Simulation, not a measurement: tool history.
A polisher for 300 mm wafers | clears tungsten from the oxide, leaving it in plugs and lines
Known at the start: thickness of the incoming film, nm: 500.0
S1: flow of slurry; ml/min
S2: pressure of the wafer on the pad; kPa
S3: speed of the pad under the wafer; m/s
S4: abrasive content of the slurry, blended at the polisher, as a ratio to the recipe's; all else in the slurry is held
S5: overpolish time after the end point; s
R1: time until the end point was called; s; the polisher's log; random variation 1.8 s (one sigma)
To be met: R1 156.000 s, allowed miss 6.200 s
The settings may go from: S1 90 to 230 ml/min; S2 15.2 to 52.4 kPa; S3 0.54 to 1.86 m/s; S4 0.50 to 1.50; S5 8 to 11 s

Run 1, hour 0.0: S1 150 ml/min, S2 33.8 kPa, S3 1.18 m/s, S4 1.00, S5 11 s. Result: R1 83.173 s.
Run 2, hour 7.6: S1 150 ml/min, S2 42.1 kPa, S3 1.18 m/s, S4 1.00, S5 11 s. Result: R1 68.418 s.
Run 3, hour 13.6: S1 150 ml/min, S2 42.1 kPa, S3 1.42 m/s, S4 1.00, S5 11 s. Result: R1 58.605 s.
Run 4, hour 22.4: S1 150 ml/min, S2 42.1 kPa, S3 1.42 m/s, S4 1.00, S5 8 s. Result: R1 58.368 s.
Run 5, hour 30.9: S1 150 ml/min, S2 39.3 kPa, S3 1.38 m/s, S4 1.00, S5 8 s. Result: R1 63.961 s.
Run 6, hour 31.9: S1 165 ml/min, S2 39.3 kPa, S3 1.38 m/s, S4 1.00, S5 8 s. Result: R1 62.278 s.
Run 7, hour 40.2: S1 160 ml/min, S2 36.5 kPa, S3 1.34 m/s, S4 1.00, S5 8 s. Result: R1 69.133 s.
Run 8, hour 47.7: S1 155 ml/min, S2 34.5 kPa, S3 1.30 m/s, S4 1.00, S5 8 s. Result: R1 74.886 s.
Run 9, hour 55.8: S1 155 ml/min, S2 32.4 kPa, S3 1.26 m/s, S4 1.00, S5 8 s. Result: R1 82.338 s.
Run 10, hour 61.7: S1 145 ml/min, S2 22.8 kPa, S3 1.10 m/s, S4 1.00, S5 8 s. Result: R1 126.480 s.
Run 11, hour 62.4: S1 145 ml/min, S2 22.8 kPa, S3 1.10 m/s, S4 1.00, S5 8 s. Result: R1 124.710 s.
Run 12, hour 69.7: S1 145 ml/min, S2 22.1 kPa, S3 1.10 m/s, S4 1.00, S5 8 s. Result: R1 126.050 s.
Run 13, hour 74.9: S1 145 ml/min, S2 21.4 kPa, S3 1.10 m/s, S4 1.00, S5 8 s. Result: R1 132.070 s.
Run 14, hour 76.9: S1 145 ml/min, S2 20.7 kPa, S3 1.10 m/s, S4 1.00, S5 8 s. Result: R1 134.170 s.
Run 15, hour 78.3: S1 145 ml/min, S2 20.0 kPa, S3 1.10 m/s, S4 1.00, S5 8 s. Result: R1 140.130 s.

Which of these 5 next moves meets every target?
Run A, hour 79.7: S1 135 ml/min, S2 19.3 kPa, S3 1.14 m/s, S4 1.00, S5 8 s. Result: R1 ?.
Run B, hour 79.7: S1 120 ml/min, S2 20.7 kPa, S3 0.92 m/s, S4 0.95, S5 8 s. Result: R1 ?.
Run C, hour 79.7: S1 125 ml/min, S2 17.9 kPa, S3 1.18 m/s, S4 0.95, S5 8 s. Result: R1 ?.
Run D, hour 79.7: S1 120 ml/min, S2 22.8 kPa, S3 0.98 m/s, S4 1.00, S5 11 s. Result: R1 ?.
Run E, hour 79.7: S1 150 ml/min, S2 15.2 kPa, S3 1.18 m/s, S4 1.15, S5 11 s. Result: R1 ?.

move       R1
   A  140.120
   B  168.950
   C  146.940
   D  146.020
   E  154.450
A: as far off as the last run
B: takes the result that was furthest off past its target
C: nearer than the last run, and not there yet
D: nearer than the last run, and not there yet
E: meets every target
The right move is E.
